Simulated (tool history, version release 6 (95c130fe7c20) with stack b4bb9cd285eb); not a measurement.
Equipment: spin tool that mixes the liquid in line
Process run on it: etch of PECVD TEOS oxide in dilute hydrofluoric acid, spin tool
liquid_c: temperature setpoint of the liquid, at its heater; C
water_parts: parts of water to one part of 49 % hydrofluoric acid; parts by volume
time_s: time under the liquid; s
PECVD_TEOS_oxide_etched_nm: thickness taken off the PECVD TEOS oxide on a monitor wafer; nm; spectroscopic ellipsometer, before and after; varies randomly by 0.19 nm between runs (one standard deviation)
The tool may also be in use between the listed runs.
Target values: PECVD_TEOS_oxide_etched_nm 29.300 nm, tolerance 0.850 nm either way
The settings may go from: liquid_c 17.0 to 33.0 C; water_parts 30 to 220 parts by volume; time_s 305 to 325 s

run  hour  liquid_c  water_parts  time_s  PECVD_TEOS_oxide_etched_nm
  1   0.0      25.0          125     305                      25.479
  2   8.5      25.0          125     325                      27.129
  3  13.1      28.5          125     325                      31.164
  4  13.9      28.0          125     325                      30.637
  5  21.3      25.5          125     325                      27.823
  6  27.3      25.5          110     325                      32.154
  7  30.8      25.0          110     325                      31.796
  8  36.7      24.5          110     325                      30.636

Consider the 5 candidate settings below. Which is the only one whose results all fall within their allowed miss of target?
  A  42.6      23.0          105     325                           ?
  B  42.6      23.5          120     325                           ?
  C  42.6      23.0          110     325                           ?
  D  42.6      25.0          105     325                           ?
  E  42.6      25.0          120     310                           ?

move  PECVD_TEOS_oxide_etched_nm
   A                      30.804
   B                      27.007
   C                      29.230
   D                      33.334
   E                      27.311
A: the biggest miss grows against the last run
B: the result that was furthest off in the last run now lies on the other side of its target
C: meets every target
D: the biggest miss grows against the last run
E: the result that was furthest off in the last run now lies on the other side of its target
C is the move that brings every result within its allowed miss.
